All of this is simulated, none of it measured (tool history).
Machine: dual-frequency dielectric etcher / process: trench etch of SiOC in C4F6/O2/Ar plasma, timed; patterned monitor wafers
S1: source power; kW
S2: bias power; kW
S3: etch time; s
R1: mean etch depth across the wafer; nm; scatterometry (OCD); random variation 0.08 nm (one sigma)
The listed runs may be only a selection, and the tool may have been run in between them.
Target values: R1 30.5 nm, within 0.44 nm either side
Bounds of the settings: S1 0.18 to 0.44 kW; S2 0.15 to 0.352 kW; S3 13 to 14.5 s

| run | hour | S1 | S2 | S3 | R1 |
|---|---|---|---|---|---|
| 1 | 0 | 0.31 | 0.251 | 14.5 | 25.757 |
| 2 | 4 | 0.33 | 0.254 | 14.5 | 26.326 |
| 3 | 5.8 | 0.35 | 0.259 | 14.5 | 27.236 |
| 4 | 12.8 | 0.35 | 0.3 | 14.5 | 28.475 |
| 5 | 19.6 | 0.36 | 0.301 | 14.5 | 28.783 |
| 6 | 23.7 | 0.36 | 0.301 | 14.5 | 28.918 |
| 7 | 30.3 | 0.37 | 0.302 | 14.5 | 29.241 |
| 8 | 39.2 | 0.38 | 0.303 | 14.5 | 29.509 |
| 9 | 40.6 | 0.38 | 0.303 | 14.5 | 29.582 |
| 10 | 43.2 | 0.39 | 0.305 | 14.5 | 29.843 |
|  | 50.9 | wet clean of the chamber |
| 11 | 50.9 | 0.41 | 0.307 | 14.5 | 31.859 |

Below are 4 possible settings for the next run. Only one of them brings all results inside the allowed miss of their targets. Which is it?
| A | 58.6 | 0.43 | 0.279 | 13.5 | ? |
| B | 58.6 | 0.38 | 0.29 | 14.5 | ? |
| C | 58.6 | 0.43 | 0.3 | 14 | ? |
| D | 58.6 | 0.4 | 0.333 | 14 | ? |

| move | R1 |
|---|---|
| A | 29.547 |
| B | 30.667 |
| C | 31.363 |
| D | 31.586 |
A: takes the result that was furthest off past its target
B: meets every target
C: moves toward the targets from the last run without getting all of them in spec
D: moves toward the targets from the last run without getting all of them in spec
The right move is B.
